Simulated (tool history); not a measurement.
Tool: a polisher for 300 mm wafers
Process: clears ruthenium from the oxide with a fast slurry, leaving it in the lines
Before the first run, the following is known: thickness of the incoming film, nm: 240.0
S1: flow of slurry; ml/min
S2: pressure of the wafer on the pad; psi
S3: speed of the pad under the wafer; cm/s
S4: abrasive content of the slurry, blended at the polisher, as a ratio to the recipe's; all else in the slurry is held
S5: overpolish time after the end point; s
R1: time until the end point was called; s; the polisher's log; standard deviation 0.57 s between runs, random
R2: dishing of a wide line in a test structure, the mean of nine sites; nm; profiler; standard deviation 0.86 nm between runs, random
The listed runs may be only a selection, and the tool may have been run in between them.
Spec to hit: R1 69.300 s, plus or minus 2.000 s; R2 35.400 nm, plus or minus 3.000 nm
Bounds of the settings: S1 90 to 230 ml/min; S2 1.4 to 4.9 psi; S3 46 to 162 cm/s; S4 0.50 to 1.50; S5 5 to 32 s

run,hour,S1,S2,S3,S4,S5,R1,R2
1,0.0,150,3.1,104,1.00,16,50.865,64.012
2,2.2,150,2.6,104,1.00,16,61.151,52.708
3,9.0,150,2.6,104,1.00,21,61.278,69.318
4,13.3,150,2.5,104,1.00,19,61.785,62.354
5,17.7,150,2.4,104,1.00,17,65.447,53.343
6,22.5,150,2.4,104,1.00,10,63.937,34.675
7,28.5,145,2.4,104,1.00,10,65.757,33.592
8,35.2,140,2.4,104,1.00,10,64.884,33.084
9,39.7,140,2.4,104,1.00,11,66.114,36.889
10,43.5,135,2.4,104,1.00,11,66.503,37.649
11,45.7,120,2.3,104,1.00,10,70.300,32.229

Of the 5 settings listed for the next run, only one would bring every result within its allowed miss of target. Which one?
A,47.9,100,2.4,100,1.00,9,?,?
B,47.9,125,2.1,116,0.85,10,?,?
C,47.9,140,2.5,98,0.90,11,?,?
D,47.9,125,1.9,128,0.95,9,?,?
E,47.9,140,2.2,100,1.00,10,?,?

move,R1,R2
A,73.446,28.673
B,73.642,31.477
C,70.280,35.754
D,70.435,29.788
E,74.781,31.043
A: lands further from the targets than the last run did
B: lands further from the targets than the last run did
C: all results in spec
D: lands further from the targets than the last run did
E: lands further from the targets than the last run did
So the answer is move C, the one that meets all the targets.
